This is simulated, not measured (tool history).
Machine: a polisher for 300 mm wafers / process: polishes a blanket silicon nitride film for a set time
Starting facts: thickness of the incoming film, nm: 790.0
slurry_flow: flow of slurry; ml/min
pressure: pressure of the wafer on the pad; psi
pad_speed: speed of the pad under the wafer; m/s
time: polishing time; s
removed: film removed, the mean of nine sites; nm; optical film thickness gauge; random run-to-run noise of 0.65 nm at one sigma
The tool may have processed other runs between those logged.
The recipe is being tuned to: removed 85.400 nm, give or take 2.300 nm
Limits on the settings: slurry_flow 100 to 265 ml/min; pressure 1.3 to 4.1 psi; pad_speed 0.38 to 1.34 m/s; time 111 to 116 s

run	hour	slurry_flow	pressure	pad_speed	time	removed
1	0.0	170	2.7	0.86	111	112.880
2	7.4	145	2.7	0.86	111	111.870
3	11.6	145	2.7	0.96	111	119.310
4	19.0	145	2.7	0.96	111	120.320
5	19.9	140	2.4	0.96	111	111.580
6	20.6	140	2.4	0.74	111	92.148
7	23.7	140	2.3	0.74	111	91.599
8	27.7	140	2.2	0.74	111	90.163

Next run, 5 choices. One meets every target within its allowed miss, the rest don't. Which?
A	31.7	140	2.4	0.66	116	?
B	31.7	145	2.3	0.66	111	?
C	31.7	135	2.6	0.66	113	?
D	31.7	165	2.1	0.78	115	?
E	31.7	105	2.2	0.90	114	?

move	removed
A	90.885
B	85.356
C	92.220
D	94.730
E	97.828
A: its largest miss is bigger than the last run's
B: hits every target within its allowed miss
C: its largest miss is bigger than the last run's
D: its largest miss is bigger than the last run's
E: its largest miss is bigger than the last run's
So the answer is move B, the one that meets all the targets.

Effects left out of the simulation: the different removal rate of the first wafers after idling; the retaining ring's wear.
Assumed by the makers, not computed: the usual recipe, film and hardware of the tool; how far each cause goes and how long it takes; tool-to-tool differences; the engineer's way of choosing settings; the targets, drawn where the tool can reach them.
